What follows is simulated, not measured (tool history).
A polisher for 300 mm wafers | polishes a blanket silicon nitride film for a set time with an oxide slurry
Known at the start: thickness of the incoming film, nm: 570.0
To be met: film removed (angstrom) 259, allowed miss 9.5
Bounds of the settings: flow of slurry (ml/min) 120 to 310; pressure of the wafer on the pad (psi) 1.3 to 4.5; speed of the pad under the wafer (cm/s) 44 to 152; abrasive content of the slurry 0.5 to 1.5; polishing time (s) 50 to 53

| run | hour | flow of slurry (ml/min) | pressure of the wafer on the pad (psi) | speed of the pad under the wafer (cm/s) | abrasive content of the slurry | polishing time (s) | film removed (angstrom) |
|---|---|---|---|---|---|---|---|
| 1 | 0 | 200 | 2.9 | 98 | 1 | 50 | 214.48 |
| 2 | 7.6 | 220 | 2.9 | 98 | 1 | 50 | 217.64 |
| 3 | 15 | 220 | 3 | 98 | 1 | 50 | 230.73 |
| 4 | 18.4 | 220 | 3 | 78 | 1 | 50 | 199.13 |
| 5 | 21.3 | 220 | 3.4 | 78 | 1 | 50 | 222.53 |
| 6 | 29.5 | 225 | 3.5 | 78 | 1 | 50 | 231.45 |
| 7 | 33.4 | 230 | 3.6 | 78 | 1 | 50 | 237.2 |
| 8 | 36.8 | 230 | 3.7 | 78 | 1 | 50 | 244.39 |

Which of these 4 next moves meets every target?
| A | 40.2 | 240 | 4.5 | 68 | 0.95 | 53 | ? |
| B | 40.2 | 200 | 3.9 | 84 | 1 | 53 | ? |
| C | 40.2 | 310 | 3.1 | 102 | 0.9 | 50 | ? |
| D | 40.2 | 255 | 3.7 | 68 | 1.15 | 53 | ? |

| move | film removed (angstrom) |
|---|---|
| A | 277.87 |
| B | 277.58 |
| C | 236.56 |
| D | 254.48 |
A: takes the result that was furthest off past its target
B: takes the result that was furthest off past its target
C: further off than the last run
D: meets every target
Answer: D
